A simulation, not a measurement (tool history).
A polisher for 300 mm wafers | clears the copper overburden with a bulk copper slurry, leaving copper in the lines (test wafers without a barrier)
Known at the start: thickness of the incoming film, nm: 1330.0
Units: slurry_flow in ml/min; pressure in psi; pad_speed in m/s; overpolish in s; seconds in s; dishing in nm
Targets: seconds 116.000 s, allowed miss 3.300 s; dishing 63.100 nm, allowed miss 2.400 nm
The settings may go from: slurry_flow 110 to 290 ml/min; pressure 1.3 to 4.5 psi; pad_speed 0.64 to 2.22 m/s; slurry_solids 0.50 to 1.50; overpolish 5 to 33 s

Run 1, day 0.000: slurry_flow 185 ml/min, pressure 2.9 psi, pad_speed 1.42 m/s, slurry_solids 1.00, overpolish 17 s. Result: seconds 109.130 s, dishing 83.588 nm.
Run 2, day 0.046: slurry_flow 220 ml/min, pressure 2.9 psi, pad_speed 1.42 m/s, slurry_solids 1.00, overpolish 17 s. Result: seconds 107.680 s, dishing 84.344 nm.
Run 3, day 0.312: slurry_flow 220 ml/min, pressure 2.8 psi, pad_speed 1.44 m/s, slurry_solids 1.00, overpolish 14 s. Result: seconds 107.470 s, dishing 77.078 nm.
Run 4, day 0.575: slurry_flow 220 ml/min, pressure 2.8 psi, pad_speed 1.80 m/s, slurry_solids 1.00, overpolish 14 s. Result: seconds 93.259 s, dishing 81.275 nm.
Run 5, day 0.875: slurry_flow 215 ml/min, pressure 2.6 psi, pad_speed 1.80 m/s, slurry_solids 1.00, overpolish 13 s. Result: seconds 97.821 s, dishing 75.517 nm.
At day 0.950: slurry blender recalibrated.
Run 6, day 0.950: slurry_flow 215 ml/min, pressure 2.6 psi, pad_speed 1.80 m/s, slurry_solids 1.15, overpolish 13 s. Result: seconds 87.381 s, dishing 80.429 nm.
Run 7, day 1.238: slurry_flow 215 ml/min, pressure 2.3 psi, pad_speed 1.80 m/s, slurry_solids 1.15, overpolish 12 s. Result: seconds 97.298 s, dishing 71.771 nm.
Run 8, day 1.367: slurry_flow 215 ml/min, pressure 2.1 psi, pad_speed 1.80 m/s, slurry_solids 1.15, overpolish 12 s. Result: seconds 105.500 s, dishing 68.152 nm.
Run 9, day 1.604: slurry_flow 215 ml/min, pressure 2.1 psi, pad_speed 1.80 m/s, slurry_solids 1.15, overpolish 12 s. Result: seconds 105.150 s, dishing 69.310 nm.
Run 10, day 1.933: slurry_flow 215 ml/min, pressure 2.0 psi, pad_speed 1.80 m/s, slurry_solids 1.15, overpolish 12 s. Result: seconds 108.170 s, dishing 66.568 nm.

Which of these 4 next moves meets every target?
Run A, day 2.262: slurry_flow 240 ml/min, pressure 2.1 psi, pad_speed 1.68 m/s, slurry_solids 1.15, overpolish 11 s. Result: seconds ?, dishing ?.
Run B, day 2.262: slurry_flow 240 ml/min, pressure 1.9 psi, pad_speed 1.72 m/s, slurry_solids 1.15, overpolish 14 s. Result: seconds ?, dishing ?.
Run C, day 2.262: slurry_flow 210 ml/min, pressure 2.0 psi, pad_speed 1.54 m/s, slurry_solids 1.50, overpolish 14 s. Result: seconds ?, dishing ?.
Run D, day 2.262: slurry_flow 220 ml/min, pressure 1.9 psi, pad_speed 1.78 m/s, slurry_solids 1.10, overpolish 12 s. Result: seconds ?, dishing ?.

move  seconds  dishing
   A  110.910   63.618
   B  118.340   68.711
   C  117.360   69.600
   D  117.530   63.691
A: nearer than the last run, and not there yet
B: brings the result that was furthest off to its target, and leaves another outside
C: brings the result that was furthest off to its target, and leaves another outside
D: meets every target
The right move is D.
